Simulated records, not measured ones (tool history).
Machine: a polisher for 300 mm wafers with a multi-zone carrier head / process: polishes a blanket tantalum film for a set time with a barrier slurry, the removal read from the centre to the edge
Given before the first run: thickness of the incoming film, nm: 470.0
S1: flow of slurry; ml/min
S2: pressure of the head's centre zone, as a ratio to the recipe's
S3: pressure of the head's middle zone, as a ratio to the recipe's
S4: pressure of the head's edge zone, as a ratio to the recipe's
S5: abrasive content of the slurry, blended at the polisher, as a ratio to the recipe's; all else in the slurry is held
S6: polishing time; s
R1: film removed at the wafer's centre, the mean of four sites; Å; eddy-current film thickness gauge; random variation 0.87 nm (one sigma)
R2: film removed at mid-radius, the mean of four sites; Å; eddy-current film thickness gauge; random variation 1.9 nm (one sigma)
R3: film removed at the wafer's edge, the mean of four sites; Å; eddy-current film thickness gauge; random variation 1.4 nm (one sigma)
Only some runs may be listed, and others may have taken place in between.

Run 1, hour 0.0: S1 270 ml/min, S2 1.00, S3 1.00, S4 1.00, S5 1.00, S6 85 s. Result: R1 869.85 Å, R2 881.41 Å, R3 864.55 Å.
Run 2, hour 7.7: S1 270 ml/min, S2 1.00, S3 1.00, S4 0.95, S5 1.00, S6 85 s. Result: R1 872.58 Å, R2 871.99 Å, R3 874.64 Å.
Run 3, hour 10.6: S1 270 ml/min, S2 1.00, S3 1.00, S4 0.98, S5 1.00, S6 85 s. Result: R1 886.62 Å, R2 860.10 Å, R3 879.47 Å.
Run 4, hour 11.2: S1 270 ml/min, S2 1.00, S3 1.02, S4 0.98, S5 1.05, S6 86 s. Result: R1 882.36 Å, R2 901.44 Å, R3 914.61 Å.
Run 5, hour 13.4: S1 280 ml/min, S2 1.01, S3 1.04, S4 0.98, S5 1.05, S6 88 s. Result: R1 923.46 Å, R2 940.23 Å, R3 928.95 Å.
Run 6, hour 20.6: S1 280 ml/min, S2 1.01, S3 1.04, S4 0.98, S5 0.85, S6 88 s. Result: R1 898.38 Å, R2 907.91 Å, R3 880.23 Å.
Run 7, hour 22.3: S1 285 ml/min, S2 1.02, S3 1.06, S4 0.98, S5 0.90, S6 89 s. Result: R1 920.68 Å, R2 937.29 Å, R3 894.58 Å.

Run 8 has not been measured yet. What should we expect?
Run 8, hour 31.3: S1 290 ml/min, S2 1.02, S3 1.07, S4 0.98, S5 0.95, S6 90 s. Result: R1 ?, R2 ?, R3 ?.

Run 8 gave R1 954.18 Å, R2 968.95 Å, R3 913.14 Å.
